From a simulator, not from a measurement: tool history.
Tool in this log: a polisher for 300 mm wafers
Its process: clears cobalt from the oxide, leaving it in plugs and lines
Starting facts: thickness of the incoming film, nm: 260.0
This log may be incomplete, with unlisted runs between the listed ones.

| run | hour | flow of slurry (ml/min) | pressure of the wafer on the pad (kPa) | speed of the pad under the wafer (cm/s) | overpolish time after the end point (s) | time until the end point was called (s) | dishing of a wide line in a test structure (Å) |
|---|---|---|---|---|---|---|---|
| 1 | 0 | 290 | 13.1 | 80 | 16 | 88.352 | 307.19 |
| 2 | 7.9 | 290 | 13.1 | 80 | 22 | 90.21 | 350.66 |
| 3 | 9.2 | 290 | 12.4 | 80 | 19 | 92.782 | 322.4 |
| 4 | 16.1 | 290 | 12.4 | 80 | 16 | 90.91 | 296.26 |
| 5 | 18.2 | 290 | 12.4 | 70 | 16 | 104.99 | 280.18 |
| 6 | 23 | 290 | 12.4 | 70 | 12 | 99.336 | 222.34 |

Forecast run 7:
| 7 | 24.7 | 290 | 11.7 | 70 | 12 | ? | ? |

{"run 7": {"time until the end point was called (s)": 106.87, "dishing of a wide line in a test structure (Å)": 232.8}}
